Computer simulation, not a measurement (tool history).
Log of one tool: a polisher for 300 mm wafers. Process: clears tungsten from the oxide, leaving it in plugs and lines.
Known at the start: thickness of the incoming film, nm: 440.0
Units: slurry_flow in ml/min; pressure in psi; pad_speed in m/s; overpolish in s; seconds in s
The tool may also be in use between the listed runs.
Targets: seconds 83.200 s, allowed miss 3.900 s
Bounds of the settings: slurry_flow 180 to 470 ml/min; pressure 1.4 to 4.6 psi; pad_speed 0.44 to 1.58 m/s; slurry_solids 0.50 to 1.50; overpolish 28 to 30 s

run,day,slurry_flow,pressure,pad_speed,slurry_solids,overpolish,seconds
1,0.000,300,3.0,1.00,1.00,28,116.260
2,0.117,300,3.2,1.00,1.00,28,111.300
3,0.488,300,3.2,1.18,1.00,28,96.648
4,0.804,300,3.3,1.18,1.00,28,93.430
5,0.900,300,3.4,1.18,1.00,28,87.806
6,1.050,300,3.4,1.18,0.80,28,96.349
7,1.288,300,3.5,1.18,0.80,28,91.602
8,1.554,300,3.6,1.18,0.80,28,89.399
9,1.762,300,3.7,1.18,0.80,28,87.128

5 next moves are on the table. One of them brings every result within its allowed miss. Which?
A,1.971,250,3.6,1.12,0.80,28,?
B,1.971,330,3.5,1.14,0.90,30,?
C,1.971,330,3.9,1.12,0.60,28,?
D,1.971,260,3.7,1.22,0.85,29,?
E,1.971,280,3.8,1.06,0.75,28,?

move,seconds
A,97.335
B,93.512
C,93.736
D,85.689
E,97.836
A: further off than the last run
B: further off than the last run
C: further off than the last run
D: meets every target
E: further off than the last run
The right move is D.

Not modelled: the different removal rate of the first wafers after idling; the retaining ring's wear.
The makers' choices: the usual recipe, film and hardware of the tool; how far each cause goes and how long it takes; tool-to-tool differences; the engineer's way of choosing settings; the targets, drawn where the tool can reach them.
